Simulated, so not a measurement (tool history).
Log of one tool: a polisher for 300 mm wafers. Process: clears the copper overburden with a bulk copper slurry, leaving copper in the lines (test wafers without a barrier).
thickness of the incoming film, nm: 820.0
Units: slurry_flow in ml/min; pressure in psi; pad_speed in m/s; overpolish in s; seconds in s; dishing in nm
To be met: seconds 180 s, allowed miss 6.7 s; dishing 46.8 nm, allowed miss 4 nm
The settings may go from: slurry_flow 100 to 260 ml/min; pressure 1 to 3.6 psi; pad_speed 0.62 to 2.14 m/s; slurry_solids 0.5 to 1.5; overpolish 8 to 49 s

run	hour	slurry_flow	pressure	pad_speed	slurry_solids	overpolish	seconds	dishing
1	0	165	2.3	1.38	1	25	85.586	52.571
2	3.3	165	2.3	1.38	1	16	86.513	48.095
3	3.8	165	2.3	1.1	1	16	107.67	46.432
4	12	165	1.8	1.1	1	16	134.81	39.955
5	13.3	200	1.8	1.1	1	16	129.24	39.306
6	16.1	185	1.7	1.08	1	22	140.62	45.023
7	24.9	180	1.6	1.08	1	23	153.43	44.641
8	25.8	140	1.5	1.06	1	35	169.77	46.965

Which of these 5 next moves meets every target?
A	26.7	120	1.5	1.2	1.05	29	?	?
B	26.7	210	1.8	0.84	0.9	35	?	?
C	26.7	150	1.9	0.88	1	31	?	?
D	26.7	125	1.4	1.2	0.9	31	?	?
E	26.7	120	1.3	1.18	1.05	40	?	?

move	seconds	dishing
A	154.66	46.627
B	163.74	48.868
C	154.97	48.517
D	167.86	46.091
E	179.87	47.256
A: further off than the last run
B: further off than the last run
C: further off than the last run
D: further off than the last run
E: meets every target
Move E is the one to make.

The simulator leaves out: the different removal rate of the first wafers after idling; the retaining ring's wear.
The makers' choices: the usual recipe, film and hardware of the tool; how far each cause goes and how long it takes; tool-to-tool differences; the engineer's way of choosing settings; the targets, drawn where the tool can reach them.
